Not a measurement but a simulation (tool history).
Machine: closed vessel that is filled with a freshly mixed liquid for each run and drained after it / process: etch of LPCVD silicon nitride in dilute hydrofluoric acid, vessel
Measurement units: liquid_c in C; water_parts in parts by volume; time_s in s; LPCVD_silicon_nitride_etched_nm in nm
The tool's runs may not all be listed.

run,hour,liquid_c,water_parts,time_s,LPCVD_silicon_nitride_etched_nm
1,0.0,20.0,200,2760,4.9201
2,3.7,23.5,200,2760,6.1775
3,10.1,22.0,210,2760,5.3534
4,17.7,22.0,165,2760,6.9086
5,21.2,24.5,165,2760,8.0223
6,25.0,23.0,185,2760,6.4748
7,26.5,21.5,200,2760,5.3976
8,33.3,20.5,210,2760,4.8344
9,34.7,19.5,220,2760,4.3918

Estimate the outcome of run 10 from the log above:
10,40.4,19.0,225,2760,?

{"run 10": {"LPCVD_silicon_nitride_etched_nm": 4.0791}}
